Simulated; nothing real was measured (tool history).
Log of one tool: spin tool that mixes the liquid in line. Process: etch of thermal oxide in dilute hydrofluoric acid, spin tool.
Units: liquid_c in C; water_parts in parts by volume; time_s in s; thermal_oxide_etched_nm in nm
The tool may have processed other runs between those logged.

{"run": 1, "hour": 0.0, "liquid_c": 23, "water_parts": 45, "time_s": 225, "thermal_oxide_etched_nm": 26.752}
{"run": 2, "hour": 5.4, "liquid_c": 23, "water_parts": 35, "time_s": 225, "thermal_oxide_etched_nm": 34.605}
{"run": 3, "hour": 6.4, "liquid_c": 25, "water_parts": 30, "time_s": 225, "thermal_oxide_etched_nm": 43.632}
{"run": 4, "hour": 8.3, "liquid_c": 27, "water_parts": 30, "time_s": 225, "thermal_oxide_etched_nm": 48.292}
{"run": 5, "hour": 9.9, "liquid_c": 27, "water_parts": 30, "time_s": 240, "thermal_oxide_etched_nm": 51.846}
{"run": 6, "hour": 14.0, "liquid_c": 27, "water_parts": 30, "time_s": 240, "thermal_oxide_etched_nm": 51.84}

Run 7 is up next; what results do you expect?
{"run": 7, "hour": 18.1, "liquid_c": 31, "water_parts": 30, "time_s": 240, "thermal_oxide_etched_nm": "?"}

Run 7 came out at thermal_oxide_etched_nm 60.335 nm.

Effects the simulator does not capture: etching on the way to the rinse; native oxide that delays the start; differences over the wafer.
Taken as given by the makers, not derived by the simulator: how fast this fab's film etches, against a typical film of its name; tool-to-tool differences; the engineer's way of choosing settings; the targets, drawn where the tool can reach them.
